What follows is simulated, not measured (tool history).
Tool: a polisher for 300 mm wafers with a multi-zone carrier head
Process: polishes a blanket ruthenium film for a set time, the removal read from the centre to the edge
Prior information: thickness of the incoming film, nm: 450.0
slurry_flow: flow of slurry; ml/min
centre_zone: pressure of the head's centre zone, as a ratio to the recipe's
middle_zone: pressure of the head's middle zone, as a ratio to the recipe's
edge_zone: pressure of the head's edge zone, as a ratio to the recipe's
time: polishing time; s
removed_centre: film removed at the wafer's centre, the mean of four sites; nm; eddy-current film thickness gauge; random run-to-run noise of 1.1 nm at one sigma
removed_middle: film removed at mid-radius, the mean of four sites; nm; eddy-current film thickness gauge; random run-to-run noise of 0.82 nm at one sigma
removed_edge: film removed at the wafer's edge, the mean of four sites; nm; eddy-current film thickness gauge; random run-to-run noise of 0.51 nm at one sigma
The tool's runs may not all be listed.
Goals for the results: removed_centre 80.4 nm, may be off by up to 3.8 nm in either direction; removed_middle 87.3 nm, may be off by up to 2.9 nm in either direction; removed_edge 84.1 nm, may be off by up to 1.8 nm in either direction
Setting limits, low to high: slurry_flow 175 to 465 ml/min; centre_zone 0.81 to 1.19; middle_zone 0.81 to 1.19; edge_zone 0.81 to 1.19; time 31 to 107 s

| run | day | slurry_flow | centre_zone | middle_zone | edge_zone | time | removed_centre | removed_middle | removed_edge |
|---|---|---|---|---|---|---|---|---|---|
| 1 | 0 | 295 | 1 | 1 | 1 | 69 | 59.013 | 56.828 | 60.617 |
| 2 | 0.104 | 300 | 1.01 | 1.03 | 1.02 | 71 | 61.388 | 60.5 | 63.383 |
| 3 | 0.2 | 300 | 1.01 | 1.03 | 0.96 | 71 | 61.212 | 60.137 | 61.69 |
| 4 | 0.396 | 300 | 1.01 | 1 | 0.96 | 71 | 61.326 | 59.291 | 61.865 |
| 5 | 0.704 | 300 | 1.07 | 1 | 0.96 | 71 | 64.602 | 59.092 | 61.92 |
| 6 | 0.975 | 300 | 1.07 | 1 | 1.04 | 71 | 65.088 | 59.398 | 64.276 |
| 7 | 1.071 | 310 | 1.07 | 1.03 | 1.06 | 73 | 67.701 | 62.667 | 66.221 |
|  | 1.258 | edge zone pressure recalibrated |
| 8 | 1.258 | 310 | 1.06 | 1.05 | 1.07 | 75 | 68.789 | 65.816 | 66.057 |

Which of these 4 next moves meets every target?
| A | 1.446 | 185 | 0.96 | 1.07 | 1 | 104 | ? | ? | ? |
| B | 1.446 | 345 | 1.15 | 1.16 | 1.04 | 85 | ? | ? | ? |
| C | 1.446 | 355 | 1.18 | 0.87 | 1.09 | 63 | ? | ? | ? |
| D | 1.446 | 380 | 1.13 | 1.02 | 0.94 | 56 | ? | ? | ? |

| move | removed_centre | removed_middle | removed_edge |
|---|---|---|---|
| A | 78.724 | 89.025 | 84.465 |
| B | 83.322 | 83.433 | 73.971 |
| C | 63.412 | 48.602 | 56.402 |
| D | 54.334 | 49.633 | 46.857 |
A: hits every target within its allowed miss
B: better than the last run, though not everything is in spec
C: moves away from the targets compared with the last run
D: moves away from the targets compared with the last run
A meets every target.
